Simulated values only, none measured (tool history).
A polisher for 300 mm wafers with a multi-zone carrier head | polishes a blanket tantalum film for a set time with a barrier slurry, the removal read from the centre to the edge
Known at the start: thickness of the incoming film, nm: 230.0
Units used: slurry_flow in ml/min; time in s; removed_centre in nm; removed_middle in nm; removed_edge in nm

run,day,slurry_flow,centre_zone,middle_zone,edge_zone,slurry_solids,time,removed_centre,removed_middle,removed_edge
1,0,285,1,1,1,1,37,63.852,62.562,65.458
2,0.117,310,1,1,1,1,37,64.167,62.161,65.82
3,0.321,245,1,1,1,1,37,61.998,61.075,61.007
4,0.388,225,0.98,0.96,0.99,0.95,37,59.561,58.192,61.627
5,0.746,225,0.98,0.96,0.99,0.95,33,53.95,52.186,55.975
6,1.042,225,0.98,0.96,0.99,0.95,29,46.862,44.977,48.281
7,1.333,255,1,0.98,1.01,1,29,49.317,46.963,49.483

Expected results for the next run?
8,1.558,280,1.01,0.99,1.01,1,29,?,?,?

{"run 8": {"removed_centre": 50.534, "removed_middle": 48.443, "removed_edge": 49.602}}
